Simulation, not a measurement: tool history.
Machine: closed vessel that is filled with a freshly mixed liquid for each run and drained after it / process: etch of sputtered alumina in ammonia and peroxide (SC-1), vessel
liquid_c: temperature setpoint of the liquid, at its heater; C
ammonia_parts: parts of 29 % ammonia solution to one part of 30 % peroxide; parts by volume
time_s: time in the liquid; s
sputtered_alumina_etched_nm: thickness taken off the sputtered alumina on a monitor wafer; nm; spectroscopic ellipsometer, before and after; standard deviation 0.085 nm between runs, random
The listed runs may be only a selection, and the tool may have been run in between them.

Run 1, hour 0.0: liquid_c 62.0 C, ammonia_parts 0.9 parts by volume, time_s 100 s. Result: sputtered_alumina_etched_nm 15.873 nm.
Run 2, hour 1.0: liquid_c 57.0 C, ammonia_parts 0.9 parts by volume, time_s 100 s. Result: sputtered_alumina_etched_nm 12.143 nm.
Run 3, hour 8.3: liquid_c 57.0 C, ammonia_parts 0.9 parts by volume, time_s 110 s. Result: sputtered_alumina_etched_nm 13.484 nm.
Run 4, hour 14.0: liquid_c 57.5 C, ammonia_parts 0.9 parts by volume, time_s 110 s. Result: sputtered_alumina_etched_nm 13.811 nm.
Run 5, hour 15.2: liquid_c 58.0 C, ammonia_parts 0.9 parts by volume, time_s 110 s. Result: sputtered_alumina_etched_nm 14.169 nm.
Run 6, hour 20.6: liquid_c 58.5 C, ammonia_parts 0.9 parts by volume, time_s 110 s. Result: sputtered_alumina_etched_nm 14.475 nm.

Predict the results of run 7:
Run 7, hour 25.0: liquid_c 58.5 C, ammonia_parts 0.9 parts by volume, time_s 110 s. Result: sputtered_alumina_etched_nm ?.

Run 7 produced sputtered_alumina_etched_nm 14.543 nm.
